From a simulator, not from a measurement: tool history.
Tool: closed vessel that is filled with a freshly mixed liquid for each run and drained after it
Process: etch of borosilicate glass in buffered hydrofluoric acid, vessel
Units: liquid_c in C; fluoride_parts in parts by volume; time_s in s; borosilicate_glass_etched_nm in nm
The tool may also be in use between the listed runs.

| run | hour | liquid_c | fluoride_parts | time_s | borosilicate_glass_etched_nm |
|---|---|---|---|---|---|
| 1 | 0.0 | 22.0 | 9.5 | 95 | 125.85 |
| 2 | 5.1 | 21.0 | 9.5 | 95 | 117.84 |
| 3 | 6.2 | 20.0 | 9.5 | 95 | 112.37 |
| 4 | 11.2 | 19.5 | 9.5 | 95 | 108.82 |
| 5 | 15.7 | 19.5 | 9.5 | 105 | 121.44 |
| 6 | 21.0 | 19.5 | 9.5 | 105 | 120.78 |
| 7 | 28.0 | 19.0 | 9.5 | 105 | 115.57 |

Run 8 comes next. What will it give?
| 8 | 30.4 | 18.5 | 9.5 | 105 | ? |

Run 8 gave borosilicate_glass_etched_nm 112.64 nm.
